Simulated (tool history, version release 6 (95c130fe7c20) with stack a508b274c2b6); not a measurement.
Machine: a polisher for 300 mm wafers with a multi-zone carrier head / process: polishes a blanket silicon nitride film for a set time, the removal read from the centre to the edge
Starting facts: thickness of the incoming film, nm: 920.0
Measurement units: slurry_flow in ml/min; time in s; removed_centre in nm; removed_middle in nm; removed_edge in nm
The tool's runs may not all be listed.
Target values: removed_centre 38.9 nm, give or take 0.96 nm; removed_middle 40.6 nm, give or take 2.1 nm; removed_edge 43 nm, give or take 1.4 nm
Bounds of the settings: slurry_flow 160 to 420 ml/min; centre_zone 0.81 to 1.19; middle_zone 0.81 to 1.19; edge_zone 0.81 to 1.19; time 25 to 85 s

run 1 hour=0 | slurry_flow=270 centre_zone=1 middle_zone=1 edge_zone=1 time=55 | removed_centre=52.957 removed_middle=51.96 removed_edge=51.341
run 2 hour=8.3 | slurry_flow=270 centre_zone=1 middle_zone=1 edge_zone=1 time=64 | removed_centre=61.418 removed_middle=59.407 removed_edge=59.089
run 3 hour=12.7 | slurry_flow=260 centre_zone=0.96 middle_zone=0.97 edge_zone=0.97 time=60 | removed_centre=54.992 removed_middle=54.053 removed_edge=55.078
run 4 hour=15.3 | slurry_flow=260 centre_zone=0.96 middle_zone=0.97 edge_zone=0.97 time=67 | removed_centre=61.171 removed_middle=60.084 removed_edge=60.913
run 5 hour=19 | slurry_flow=260 centre_zone=0.96 middle_zone=0.97 edge_zone=0.97 time=56 | removed_centre=51.247 removed_middle=51.062 removed_edge=51.293
run 6 hour=20.4 | slurry_flow=320 centre_zone=0.96 middle_zone=0.97 edge_zone=0.97 time=56 | removed_centre=53.161 removed_middle=52.363 removed_edge=53.016
run 7 hour=24.1 | slurry_flow=295 centre_zone=0.93 middle_zone=0.95 edge_zone=0.94 time=54 | removed_centre=48.223 removed_middle=48.808 removed_edge=49.574
run 8 hour=28.8 | slurry_flow=275 centre_zone=0.91 middle_zone=0.93 edge_zone=0.91 time=53 | removed_centre=46.363 removed_middle=47.435 removed_edge=47.842
run 9 hour=33.4 | slurry_flow=260 centre_zone=0.89 middle_zone=0.9 edge_zone=0.89 time=52 | removed_centre=44.683 removed_middle=44.863 removed_edge=47.046
run 10 hour=40.6 | slurry_flow=250 centre_zone=0.87 middle_zone=0.89 edge_zone=0.87 time=51 | removed_centre=42.35 removed_middle=43.139 removed_edge=45.846
run 11 hour=43.3 | slurry_flow=240 centre_zone=0.86 middle_zone=0.89 edge_zone=0.86 time=50 | removed_centre=40.363 removed_middle=42.791 removed_edge=44.213
run 12 hour=49.6 | slurry_flow=230 centre_zone=0.86 middle_zone=0.88 edge_zone=0.86 time=50 | removed_centre=40.251 removed_middle=40.082 removed_edge=44.334
run 13 hour=52.1 | slurry_flow=225 centre_zone=0.86 middle_zone=0.89 edge_zone=0.85 time=50 | removed_centre=40.619 removed_middle=40.897 removed_edge=43.854

Below are 4 possible settings for the next run. Only one of them brings all results inside the allowed miss of their targets. Which is it?
run A hour=54.6 | slurry_flow=190 centre_zone=0.94 middle_zone=0.89 edge_zone=0.9 time=49 | removed_centre=? removed_middle=? removed_edge=?
run B hour=54.6 | slurry_flow=190 centre_zone=0.88 middle_zone=0.91 edge_zone=0.9 time=52 | removed_centre=? removed_middle=? removed_edge=?
run C hour=54.6 | slurry_flow=285 centre_zone=0.84 middle_zone=0.89 edge_zone=0.84 time=48 | removed_centre=? removed_middle=? removed_edge=?
run D hour=54.6 | slurry_flow=225 centre_zone=0.97 middle_zone=0.9 edge_zone=0.85 time=48 | removed_centre=? removed_middle=? removed_edge=?

move=A removed_centre=41.509 removed_middle=39.142 removed_edge=42.939
move=B removed_centre=41.222 removed_middle=42.325 removed_edge=45.556
move=C removed_centre=38.712 removed_middle=40.649 removed_edge=43.132
move=D removed_centre=43.285 removed_middle=39.778 removed_edge=42.285
A: the biggest miss grows against the last run
B: the biggest miss grows against the last run
C: each result inside its tolerance
D: the biggest miss grows against the last run
Correct choice: C, which meets every target
